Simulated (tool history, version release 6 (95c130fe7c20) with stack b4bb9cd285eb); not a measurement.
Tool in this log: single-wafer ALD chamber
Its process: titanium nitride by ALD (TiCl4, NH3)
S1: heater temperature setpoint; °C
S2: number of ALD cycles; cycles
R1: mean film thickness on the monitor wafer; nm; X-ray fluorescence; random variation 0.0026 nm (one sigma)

run 1 hour=0.0 | S1=405 S2=49 NH3_pulse_time_(s)=2.52 | R1=1.05400
run 2 hour=1.3 | S1=405 S2=49 NH3_pulse_time_(s)=2.52 | R1=1.05150
run 3 hour=8.8 | S1=405 S2=49 NH3_pulse_time_(s)=1.90 | R1=1.04380
run 4 hour=17.4 | S1=405 S2=49 NH3_pulse_time_(s)=2.54 | R1=1.06040
run 5 hour=18.2 | S1=405 S2=49 NH3_pulse_time_(s)=2.54 | R1=1.06380
run 6 hour=22.6 | S1=405 S2=49 NH3_pulse_time_(s)=2.54 | R1=1.05960
run 7 hour=29.7 | S1=405 S2=49 NH3_pulse_time_(s)=2.54 | R1=1.05980
run 8 hour=38.5 | S1=404 S2=48 NH3_pulse_time_(s)=2.19 | R1=1.02800
run 9 hour=40.2 | S1=403 S2=47 NH3_pulse_time_(s)=2.06 | R1=1.00500
run 10 hour=44.7 | S1=402 S2=47 NH3_pulse_time_(s)=1.97 | R1=1.00480
run 11 hour=46.6 | S1=401 S2=47 NH3_pulse_time_(s)=1.85 | R1=1.00000
run 12 hour=55.5 | S1=401 S2=47 NH3_pulse_time_(s)=1.80 | R1=0.99918
run 13 hour=58.0 | S1=401 S2=47 NH3_pulse_time_(s)=1.76 | R1=0.99741
run 14 hour=61.2 | S1=401 S2=47 NH3_pulse_time_(s)=1.76 | R1=0.99893

Run 15, settings as shown, results not yet in. Your forecast:
run 15 hour=63.3 | S1=401 S2=47 NH3_pulse_time_(s)=1.72 | R1=?

Run 15 measured R1 0.99267 nm.
